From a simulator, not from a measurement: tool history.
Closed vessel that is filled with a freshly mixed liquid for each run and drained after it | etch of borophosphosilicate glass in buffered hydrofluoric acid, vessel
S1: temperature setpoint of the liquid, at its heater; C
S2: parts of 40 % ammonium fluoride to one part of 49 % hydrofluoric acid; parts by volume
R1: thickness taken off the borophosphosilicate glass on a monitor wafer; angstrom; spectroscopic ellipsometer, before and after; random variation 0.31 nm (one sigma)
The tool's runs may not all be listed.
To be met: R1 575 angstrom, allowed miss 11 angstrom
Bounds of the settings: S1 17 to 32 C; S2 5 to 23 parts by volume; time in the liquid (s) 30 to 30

run 1 day=0 | S1=24 S2=14 time_in_the_liquid_(s)=30 | R1=383.32
run 2 day=0.125 | S1=24 S2=11.5 time_in_the_liquid_(s)=30 | R1=470.67
run 3 day=0.492 | S1=24.5 S2=11.5 time_in_the_liquid_(s)=30 | R1=487.26
run 4 day=0.683 | S1=24.5 S2=7.5 time_in_the_liquid_(s)=30 | R1=720.45
run 5 day=0.821 | S1=24 S2=7.5 time_in_the_liquid_(s)=30 | R1=705.31
run 6 day=1.183 | S1=27 S2=7.5 time_in_the_liquid_(s)=30 | R1=826.62
run 7 day=1.262 | S1=26 S2=7.5 time_in_the_liquid_(s)=30 | R1=790.66
run 8 day=1.371 | S1=25 S2=7.5 time_in_the_liquid_(s)=30 | R1=746.46
run 9 day=1.604 | S1=24 S2=7.5 time_in_the_liquid_(s)=30 | R1=705.49
run 10 day=1.671 | S1=23.5 S2=7.5 time_in_the_liquid_(s)=30 | R1=684.6
run 11 day=1.733 | S1=23 S2=7.5 time_in_the_liquid_(s)=30 | R1=671
run 12 day=1.979 | S1=19.5 S2=7.5 time_in_the_liquid_(s)=30 | R1=554.03

Which of these 5 next moves meets every target?
run A day=2.225 | S1=20 S2=8 time_in_the_liquid_(s)=30 | R1=?
run B day=2.225 | S1=17 S2=6 time_in_the_liquid_(s)=30 | R1=?
run C day=2.225 | S1=19 S2=7 time_in_the_liquid_(s)=30 | R1=?
run D day=2.225 | S1=23.5 S2=8.5 time_in_the_liquid_(s)=30 | R1=?
run E day=2.225 | S1=20 S2=7 time_in_the_liquid_(s)=30 | R1=?

move=A R1=530.44
move=B R1=596.16
move=C R1=581.04
move=D R1=600.8
move=E R1=614.04
A: further off than the last run
B: takes the result that was furthest off past its target
C: meets every target
D: takes the result that was furthest off past its target
E: takes the result that was furthest off past its target
Answer: C
